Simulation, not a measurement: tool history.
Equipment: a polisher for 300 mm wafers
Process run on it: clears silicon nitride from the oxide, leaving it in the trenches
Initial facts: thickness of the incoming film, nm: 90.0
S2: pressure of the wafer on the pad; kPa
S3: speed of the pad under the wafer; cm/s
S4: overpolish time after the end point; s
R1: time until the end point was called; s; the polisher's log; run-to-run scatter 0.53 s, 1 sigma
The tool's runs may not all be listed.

{"run": 1, "hour": 0.0, "flow of slurry (ml/min)": 300, "S2": 20.0, "S3": 106, "S4": 4, "R1": 95.75}
{"run": 2, "hour": 3.8, "flow of slurry (ml/min)": 300, "S2": 20.0, "S3": 106, "S4": 4, "R1": 93.853}
{"run": 3, "hour": 7.7, "flow of slurry (ml/min)": 300, "S2": 20.7, "S3": 106, "S4": 4, "R1": 91.36}
{"run": 4, "hour": 12.5, "flow of slurry (ml/min)": 300, "S2": 24.1, "S3": 106, "S4": 4, "R1": 81.698}
{"run": 5, "hour": 13.4, "flow of slurry (ml/min)": 300, "S2": 24.8, "S3": 106, "S4": 4, "R1": 79.805}
{"run": 6, "hour": 14.2, "flow of slurry (ml/min)": 300, "S2": 24.8, "S3": 94, "S4": 4, "R1": 91.426}

Run 7 is up next; what results do you expect?
{"run": 7, "hour": 16.5, "flow of slurry (ml/min)": 300, "S2": 25.5, "S3": 96, "S4": 4, "R1": "?"}

{"run 7": {"R1": 86.618}}
